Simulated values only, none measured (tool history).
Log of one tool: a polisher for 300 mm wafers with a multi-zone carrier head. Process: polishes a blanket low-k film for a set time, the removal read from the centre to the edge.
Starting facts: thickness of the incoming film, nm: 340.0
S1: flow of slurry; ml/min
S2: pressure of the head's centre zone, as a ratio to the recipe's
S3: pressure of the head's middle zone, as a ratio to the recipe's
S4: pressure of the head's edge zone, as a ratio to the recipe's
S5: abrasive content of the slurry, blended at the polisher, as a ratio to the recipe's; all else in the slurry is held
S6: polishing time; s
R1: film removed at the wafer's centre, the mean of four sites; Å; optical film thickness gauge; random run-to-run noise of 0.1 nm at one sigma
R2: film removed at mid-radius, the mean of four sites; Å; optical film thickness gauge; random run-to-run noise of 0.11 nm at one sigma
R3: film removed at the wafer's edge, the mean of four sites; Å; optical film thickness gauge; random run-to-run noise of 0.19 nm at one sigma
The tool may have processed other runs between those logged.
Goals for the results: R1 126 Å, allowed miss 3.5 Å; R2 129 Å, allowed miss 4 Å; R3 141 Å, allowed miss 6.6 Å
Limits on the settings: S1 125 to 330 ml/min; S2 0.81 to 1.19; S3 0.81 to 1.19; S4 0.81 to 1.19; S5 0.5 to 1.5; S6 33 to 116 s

run 1 day=0 | S1=210 S2=1 S3=1 S4=1 S5=1 S6=74 | R1=197.22 R2=199.82 R3=201.71
run 2 day=0.162 | S1=210 S2=1.03 S3=1 S4=1 S5=1 S6=74 | R1=206.2 R2=198.35 R3=201.34
run 3 day=0.488 | S1=210 S2=1.03 S3=1 S4=1 S5=0.8 S6=74 | R1=180.93 R2=178.95 R3=181.65
run 4 day=0.804 | S1=200 S2=0.99 S3=0.95 S4=0.96 S5=0.7 S6=73 | R1=161.06 R2=156.7 R3=161
run 5 day=1.004 | S1=200 S2=0.99 S3=0.95 S4=0.96 S5=0.7 S6=80 | R1=179.05 R2=173.2 R3=176.35
run 6 day=1.142 | S1=185 S2=0.93 S3=0.91 S4=0.95 S5=0.65 S6=79 | R1=157.33 R2=154.15 R3=165.41
run 7 day=1.175 | S1=175 S2=0.89 S3=0.89 S4=0.92 S5=0.6 S6=79 | R1=141.62 R2=143.75 R3=155.9
run 8 day=1.371 | S1=165 S2=0.87 S3=0.87 S4=0.89 S5=0.6 S6=79 | R1=137.03 R2=139.95 R3=151.92
run 9 day=1.675 | S1=160 S2=0.86 S3=0.86 S4=0.87 S5=0.6 S6=79 | R1=135.6 R2=137.59 R3=151.82
run 10 day=1.717 | S1=160 S2=0.84 S3=0.86 S4=0.83 S5=0.5 S6=78 | R1=117.03 R2=121.13 R3=127.81
run 11 day=2.029 | S1=170 S2=0.85 S3=0.86 S4=0.86 S5=0.5 S6=78 | R1=120.75 R2=122.38 R3=130.9
run 12 day=2.242 | S1=210 S2=0.84 S3=0.88 S4=0.95 S5=0.55 S6=78 | R1=131.07 R2=138.62 R3=151.09
run 13 day=2.379 | S1=205 S2=0.84 S3=0.87 S4=0.92 S5=0.55 S6=78 | R1=130.6 R2=138.1 R3=148.74
run 14 day=2.717 | S1=195 S2=0.84 S3=0.86 S4=0.9 S5=0.55 S6=78 | R1=128.06 R2=131.41 R3=149.57

Exactly one of the 4 candidate moves below puts every result within its allowed miss. Which one?
run A day=3.054 | S1=180 S2=0.83 S3=0.84 S4=0.86 S5=0.7 S6=68 | R1=? R2=? R3=?
run B day=3.054 | S1=205 S2=0.87 S3=0.89 S4=0.87 S5=0.5 S6=73 | R1=? R2=? R3=?
run C day=3.054 | S1=175 S2=0.87 S3=0.81 S4=0.92 S5=0.6 S6=72 | R1=? R2=? R3=?
run D day=3.054 | S1=200 S2=0.98 S3=0.86 S4=0.89 S5=0.75 S6=60 | R1=? R2=? R3=?

move=A R1=124.31 R2=129.7 R3=141.34
move=B R1=116.67 R2=122.05 R3=126.7
move=C R1=124.86 R2=121.37 R3=140.8
move=D R1=134.77 R2=123.23 R3=133.23
A: in spec on every target
B: carries the result that was furthest off beyond its target, to the other side
C: puts the biggest miss on target and leaves a different result outside tolerance
D: carries the result that was furthest off beyond its target, to the other side
The right move is A.
